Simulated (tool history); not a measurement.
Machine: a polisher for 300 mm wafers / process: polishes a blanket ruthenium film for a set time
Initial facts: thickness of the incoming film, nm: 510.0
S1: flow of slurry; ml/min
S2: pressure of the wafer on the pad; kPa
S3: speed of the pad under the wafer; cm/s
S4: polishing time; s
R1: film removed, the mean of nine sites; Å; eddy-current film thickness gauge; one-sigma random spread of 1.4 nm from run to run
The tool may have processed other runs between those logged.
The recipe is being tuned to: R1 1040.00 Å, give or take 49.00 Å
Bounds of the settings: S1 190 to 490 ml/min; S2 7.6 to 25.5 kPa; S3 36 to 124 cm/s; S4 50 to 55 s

| run | day | S1 | S2 | S3 | S4 | R1 |
|---|---|---|---|---|---|---|
| 1 | 0.000 | 315 | 16.5 | 80 | 55 | 582.75 |
| 2 | 0.288 | 315 | 18.6 | 82 | 55 | 654.67 |
| 3 | 0.550 | 315 | 15.2 | 82 | 55 | 543.71 |
| 4 | 0.829 | 315 | 15.2 | 72 | 55 | 482.71 |
| 5 | 1.046 | 315 | 17.2 | 76 | 55 | 574.24 |
| 6 | 1.167 | 315 | 14.5 | 76 | 55 | 480.85 |
|  | 1.258 | worn pad replaced by a new one |
| 7 | 1.258 | 315 | 16.5 | 78 | 55 | 620.55 |
| 8 | 1.471 | 315 | 17.9 | 78 | 55 | 685.36 |
| 9 | 1.771 | 315 | 22.1 | 80 | 55 | 843.42 |
| 10 | 1.842 | 315 | 22.8 | 80 | 55 | 880.63 |
| 11 | 1.908 | 315 | 23.4 | 80 | 55 | 903.24 |
| 12 | 2.062 | 315 | 24.1 | 80 | 55 | 915.32 |
| 13 | 2.167 | 315 | 24.8 | 82 | 55 | 969.25 |

Which one of the following 4 next-run settings gets every result inside its allowed miss? There is exactly one.
| A | 2.271 | 220 | 25.5 | 76 | 50 | ? |
| B | 2.271 | 325 | 24.8 | 94 | 55 | ? |
| C | 2.271 | 330 | 25.5 | 92 | 55 | ? |
| D | 2.271 | 355 | 24.8 | 92 | 52 | ? |

| move | R1 |
|---|---|
| A | 800.39 |
| B | 1102.40 |
| C | 1110.50 |
| D | 1028.50 |
A: further off than the last run
B: the result that was furthest off in the last run now lies on the other side of its target
C: the result that was furthest off in the last run now lies on the other side of its target
D: in spec on every target
Go with D: it meets all targets.

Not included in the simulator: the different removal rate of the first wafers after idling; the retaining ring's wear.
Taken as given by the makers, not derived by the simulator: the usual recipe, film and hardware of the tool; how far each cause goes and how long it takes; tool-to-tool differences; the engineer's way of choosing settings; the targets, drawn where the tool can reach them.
